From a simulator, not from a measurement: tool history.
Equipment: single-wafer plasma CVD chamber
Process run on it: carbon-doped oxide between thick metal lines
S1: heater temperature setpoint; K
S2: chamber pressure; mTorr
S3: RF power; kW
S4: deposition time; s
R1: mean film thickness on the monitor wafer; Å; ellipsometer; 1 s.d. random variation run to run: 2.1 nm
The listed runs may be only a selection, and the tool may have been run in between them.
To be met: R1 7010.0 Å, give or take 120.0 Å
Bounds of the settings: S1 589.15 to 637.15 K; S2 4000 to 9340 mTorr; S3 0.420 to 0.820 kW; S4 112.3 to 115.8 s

Run 1, hour 0.0: S1 613.15 K, S2 6670 mTorr, S3 0.620 kW, S4 112.3 s. Result: R1 6251.1 Å.
Run 2, hour 5.9: S1 613.15 K, S2 6670 mTorr, S3 0.620 kW, S4 112.3 s. Result: R1 6311.5 Å.
Run 3, hour 9.1: S1 610.15 K, S2 6900 mTorr, S3 0.635 kW, S4 112.4 s. Result: R1 6515.0 Å.
Run 4, hour 15.9: S1 601.15 K, S2 6900 mTorr, S3 0.635 kW, S4 112.4 s. Result: R1 6656.2 Å.
Run 5, hour 24.0: S1 601.15 K, S2 6080 mTorr, S3 0.635 kW, S4 112.4 s. Result: R1 6516.4 Å.
Run 6, hour 28.8: S1 600.15 K, S2 6350 mTorr, S3 0.640 kW, S4 112.4 s. Result: R1 6626.8 Å.
Run 7, hour 35.8: S1 600.15 K, S2 6350 mTorr, S3 0.640 kW, S4 112.4 s. Result: R1 6624.0 Å.
Run 8, hour 38.5: S1 599.15 K, S2 6540 mTorr, S3 0.645 kW, S4 112.4 s. Result: R1 6764.6 Å.
Run 9, hour 41.3: S1 598.15 K, S2 6620 mTorr, S3 0.645 kW, S4 112.4 s. Result: R1 6760.4 Å.
Run 10, hour 43.7: S1 597.15 K, S2 6730 mTorr, S3 0.645 kW, S4 112.4 s. Result: R1 6786.2 Å.
Run 11, hour 45.1: S1 596.15 K, S2 6830 mTorr, S3 0.645 kW, S4 112.4 s. Result: R1 6826.6 Å.

4 next moves are on the table. One of them brings every result within its allowed miss. Which?
Run A, hour 46.5: S1 601.15 K, S2 6600 mTorr, S3 0.725 kW, S4 112.3 s. Result: R1 ?.
Run B, hour 46.5: S1 596.15 K, S2 6460 mTorr, S3 0.645 kW, S4 115.8 s. Result: R1 ?.
Run C, hour 46.5: S1 594.15 K, S2 7040 mTorr, S3 0.610 kW, S4 115.2 s. Result: R1 ?.
Run D, hour 46.5: S1 600.15 K, S2 8500 mTorr, S3 0.655 kW, S4 115.8 s. Result: R1 ?.

move      R1
   A  7329.2
   B  7002.8
   C  6772.6
   D  7198.2
A: pushes the last run's worst result past its target
B: in spec on every target
C: the biggest miss grows against the last run
D: pushes the last run's worst result past its target
Go with B: it meets all targets.
